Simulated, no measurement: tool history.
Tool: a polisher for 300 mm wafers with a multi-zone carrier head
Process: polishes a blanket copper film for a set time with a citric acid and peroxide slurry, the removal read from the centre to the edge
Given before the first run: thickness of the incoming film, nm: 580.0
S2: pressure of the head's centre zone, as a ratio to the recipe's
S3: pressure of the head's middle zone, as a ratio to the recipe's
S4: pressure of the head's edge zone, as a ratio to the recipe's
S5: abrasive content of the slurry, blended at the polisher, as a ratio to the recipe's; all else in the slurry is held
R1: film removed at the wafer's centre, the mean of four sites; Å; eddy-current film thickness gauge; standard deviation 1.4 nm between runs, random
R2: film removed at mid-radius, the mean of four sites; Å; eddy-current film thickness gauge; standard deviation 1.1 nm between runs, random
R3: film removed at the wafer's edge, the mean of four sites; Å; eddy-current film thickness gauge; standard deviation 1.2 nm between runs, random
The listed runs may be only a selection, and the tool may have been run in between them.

run 1 day=0.000 | flow_of_slurry_(ml/min)=235 S2=1.00 S3=1.00 S4=1.00 S5=1.00 polishing_time_(s)=32 | R1=906.92 R2=918.97 R3=883.92
run 2 day=0.262 | flow_of_slurry_(ml/min)=240 S2=1.01 S3=1.02 S4=1.02 S5=1.05 polishing_time_(s)=33 | R1=949.07 R2=977.84 R3=920.16
run 3 day=0.575 | flow_of_slurry_(ml/min)=240 S2=1.01 S3=0.96 S4=1.02 S5=1.05 polishing_time_(s)=33 | R1=956.68 R2=942.73 R3=935.29
run 4 day=0.646 | flow_of_slurry_(ml/min)=240 S2=0.93 S3=0.96 S4=1.02 S5=1.05 polishing_time_(s)=33 | R1=922.85 R2=946.45 R3=919.16
run 5 day=0.700 | flow_of_slurry_(ml/min)=245 S2=0.95 S3=0.97 S4=1.03 S5=1.10 polishing_time_(s)=34 | R1=958.78 R2=974.68 R3=971.02
run 6 day=0.758 | flow_of_slurry_(ml/min)=245 S2=0.95 S3=1.03 S4=1.03 S5=1.10 polishing_time_(s)=34 | R1=967.41 R2=1026.90 R3=984.90
run 7 day=0.804 | flow_of_slurry_(ml/min)=250 S2=0.97 S3=1.04 S4=1.03 S5=1.15 polishing_time_(s)=34 | R1=983.15 R2=1046.10 R3=973.98
run 8 day=0.875 | flow_of_slurry_(ml/min)=255 S2=0.98 S3=1.05 S4=1.04 S5=1.20 polishing_time_(s)=35 | R1=1023.10 R2=1097.40 R3=1016.10

Run 9 has not been measured yet. What should we expect?
run 9 day=1.042 | flow_of_slurry_(ml/min)=260 S2=0.99 S3=1.05 S4=1.05 S5=1.25 polishing_time_(s)=36 | R1=? R2=? R3=?

Run 9 produced R1 1089.90 Å, R2 1128.20 Å, R3 1063.60 Å.
